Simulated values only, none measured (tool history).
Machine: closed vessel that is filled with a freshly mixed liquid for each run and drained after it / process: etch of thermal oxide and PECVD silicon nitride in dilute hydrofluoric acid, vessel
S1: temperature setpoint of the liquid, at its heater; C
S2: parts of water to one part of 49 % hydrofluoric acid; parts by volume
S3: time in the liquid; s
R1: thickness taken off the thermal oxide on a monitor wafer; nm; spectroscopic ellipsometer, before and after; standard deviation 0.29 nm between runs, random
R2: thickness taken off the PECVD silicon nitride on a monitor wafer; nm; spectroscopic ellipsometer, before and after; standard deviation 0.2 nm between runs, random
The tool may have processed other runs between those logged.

run	day	S1	S2	S3	R1	R2
1	0.000	22.0	45	520	57.322	37.330
2	0.300	21.5	50	525	50.755	32.041
3	0.412	21.5	55	520	44.604	29.320
4	0.642	21.0	55	525	44.416	28.276
5	0.696	21.0	55	435	37.347	24.150
6	0.996	21.0	55	310	26.353	16.776
7	1.342	21.5	50	305	29.582	18.471
8	1.604	21.5	50	305	29.367	18.823

What does the tool deliver on the next run?
9	1.967	22.0	45	300	?	?

Run 9 yielded R1 33.092 nm, R2 21.282 nm.
